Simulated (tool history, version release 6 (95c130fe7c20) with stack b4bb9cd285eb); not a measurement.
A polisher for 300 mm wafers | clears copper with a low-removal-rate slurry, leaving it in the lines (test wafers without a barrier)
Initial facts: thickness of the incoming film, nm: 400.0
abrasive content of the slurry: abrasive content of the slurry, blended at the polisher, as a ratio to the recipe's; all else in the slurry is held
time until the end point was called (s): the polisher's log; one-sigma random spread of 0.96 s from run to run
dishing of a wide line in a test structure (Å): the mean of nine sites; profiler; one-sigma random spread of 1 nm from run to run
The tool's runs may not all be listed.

| run | hour | flow of slurry (ml/min) | pressure of the wafer on the pad (psi) | speed of the pad under the wafer (cm/s) | abrasive content of the slurry | overpolish time after the end point (s) | time until the end point was called (s) | dishing of a wide line in a test structure (Å) |
|---|---|---|---|---|---|---|---|---|
| 1 | 0 | 250 | 3.2 | 92 | 1 | 23 | 132.09 | 462.85 |
| 2 | 8.6 | 250 | 3.2 | 92 | 1.15 | 23 | 129.45 | 468.03 |
| 3 | 14.2 | 250 | 3.2 | 92 | 1.3 | 23 | 124.32 | 505 |
| 4 | 19.4 | 275 | 3.2 | 92 | 1.3 | 23 | 125.02 | 503.24 |
| 5 | 21.5 | 275 | 3.2 | 92 | 1.3 | 29 | 122.66 | 593.24 |
| 6 | 29.2 | 275 | 3.5 | 92 | 1.3 | 29 | 112.49 | 650.11 |
| 7 | 35.7 | 275 | 3.5 | 92 | 1.3 | 28 | 113.24 | 630.31 |

Expected results for the next run?
| 8 | 42.8 | 275 | 3.5 | 92 | 1.3 | 27 | ? | ? |

{"run 8": {"time until the end point was called (s)": 113.1, "dishing of a wide line in a test structure (Å)": 629.83}}

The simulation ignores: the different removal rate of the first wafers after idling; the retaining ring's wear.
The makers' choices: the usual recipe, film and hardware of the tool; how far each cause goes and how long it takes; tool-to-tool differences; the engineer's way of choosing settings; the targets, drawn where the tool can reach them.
